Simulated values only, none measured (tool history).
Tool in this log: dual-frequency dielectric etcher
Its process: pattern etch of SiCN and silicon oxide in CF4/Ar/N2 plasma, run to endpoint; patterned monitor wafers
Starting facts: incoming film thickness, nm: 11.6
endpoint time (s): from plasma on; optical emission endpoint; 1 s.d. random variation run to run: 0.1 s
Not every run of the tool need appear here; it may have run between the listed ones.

Run 1, hour 0: source power (W) 440, bias power (W) 56, Ar flow (sccm) 132, CF4 flow (sccm) 44. Result: endpoint time (s) 16.988.
Run 2, hour 1.1: source power (W) 460, bias power (W) 56, Ar flow (sccm) 132, CF4 flow (sccm) 44. Result: endpoint time (s) 16.328.
Run 3, hour 1.9: source power (W) 460, bias power (W) 63, Ar flow (sccm) 132, CF4 flow (sccm) 44. Result: endpoint time (s) 15.588.
Run 4, hour 5: source power (W) 470, bias power (W) 63, Ar flow (sccm) 132, CF4 flow (sccm) 44. Result: endpoint time (s) 15.392.
Run 5, hour 9.8: source power (W) 480, bias power (W) 63, Ar flow (sccm) 132, CF4 flow (sccm) 44. Result: endpoint time (s) 15.173.
Run 6, hour 17.4: source power (W) 490, bias power (W) 63, Ar flow (sccm) 132, CF4 flow (sccm) 44. Result: endpoint time (s) 15.151.
Run 7, hour 23: source power (W) 500, bias power (W) 64, Ar flow (sccm) 131, CF4 flow (sccm) 44. Result: endpoint time (s) 14.708.
Run 8, hour 26.7: source power (W) 500, bias power (W) 64, Ar flow (sccm) 131, CF4 flow (sccm) 44. Result: endpoint time (s) 14.728.

For run 9, what comes out?
Run 9, hour 34.1: source power (W) 510, bias power (W) 64, Ar flow (sccm) 131, CF4 flow (sccm) 44. Result: endpoint time (s) ?.

{"run 9": {"endpoint time (s)": 14.415}}
